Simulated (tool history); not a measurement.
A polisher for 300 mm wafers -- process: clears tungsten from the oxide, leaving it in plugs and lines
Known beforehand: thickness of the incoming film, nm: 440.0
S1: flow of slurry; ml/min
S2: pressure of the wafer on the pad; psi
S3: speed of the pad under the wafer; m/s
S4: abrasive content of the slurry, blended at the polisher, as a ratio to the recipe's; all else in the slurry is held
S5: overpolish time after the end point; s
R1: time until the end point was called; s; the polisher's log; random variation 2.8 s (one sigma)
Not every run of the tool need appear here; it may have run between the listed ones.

run 1 hour=0.0 | S1=270 S2=3.5 S3=1.10 S4=1.0 S5=13 | R1=100.93
run 2 hour=8.7 | S1=270 S2=3.3 S3=1.10 S4=1.0 S5=13 | R1=107.99
run 3 hour=13.6 | S1=270 S2=3.3 S3=0.94 S4=1.0 S5=13 | R1=122.38
run 4 hour=19.4 | S1=270 S2=4.0 S3=0.94 S4=1.0 S5=13 | R1=103.60
run 5 hour=22.3 | S1=270 S2=4.0 S3=0.94 S4=1.0 S5=13 | R1=103.20
run 6 hour=25.3 | S1=270 S2=3.8 S3=0.94 S4=1.0 S5=13 | R1=105.14
run 7 hour=32.2 | S1=270 S2=3.8 S3=0.94 S4=1.0 S5=13 | R1=111.78
run 8 hour=35.9 | S1=270 S2=3.7 S3=0.94 S4=1.0 S5=13 | R1=112.45
run 9 hour=37.1 | S1=270 S2=3.6 S3=0.94 S4=1.0 S5=13 | R1=115.03
run 10 hour=42.4 | S1=270 S2=3.5 S3=0.94 S4=1.0 S5=13 | R1=118.59

Expected results for the next run?
run 11 hour=50.3 | S1=270 S2=3.4 S3=0.94 S4=1.0 S5=13 | R1=?

Run 11 gave R1 118.30 s.
